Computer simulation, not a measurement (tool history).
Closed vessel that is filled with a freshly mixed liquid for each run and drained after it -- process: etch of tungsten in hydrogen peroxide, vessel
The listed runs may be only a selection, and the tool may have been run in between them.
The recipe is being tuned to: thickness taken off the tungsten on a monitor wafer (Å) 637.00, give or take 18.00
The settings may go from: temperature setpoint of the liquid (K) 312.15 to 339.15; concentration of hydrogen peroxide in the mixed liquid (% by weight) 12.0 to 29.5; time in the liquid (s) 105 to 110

run	hour	temperature setpoint of the liquid (K)	concentration of hydrogen peroxide in the mixed liquid (% by weight)	time in the liquid (s)	thickness taken off the tungsten on a monitor wafer (Å)
1	0.0	328.15	20.0	105	1232.80
2	1.7	328.15	20.0	105	1245.40
3	8.0	326.15	20.0	105	1103.20
4	10.4	332.15	20.0	105	1575.50
5	16.4	332.15	24.0	105	1728.10
6	17.3	326.15	24.0	105	1215.40
7	24.9	324.15	24.0	105	1065.00
8	30.0	322.65	24.0	105	972.34
9	36.4	321.15	24.0	105	880.01
10	40.4	320.15	24.0	105	846.79
11	41.2	319.15	24.0	105	787.70
12	47.7	315.15	24.0	105	604.26

Which one of the following 5 next-run settings gets every result inside its allowed miss? There is exactly one.
A	54.2	314.15	26.0	105	?
B	54.2	314.65	28.0	105	?
C	54.2	313.65	24.5	110	?
D	54.2	313.65	25.0	105	?
E	54.2	314.15	24.0	110	?

move	thickness taken off the tungsten on a monitor wafer (Å)
A	603.38
B	646.70
C	594.05
D	572.81
E	607.31
A: no nearer and no further than the last run
B: every result within its allowed miss
C: its largest miss is bigger than the last run's
D: its largest miss is bigger than the last run's
E: closer than the last run, but not yet in spec
B meets every target.
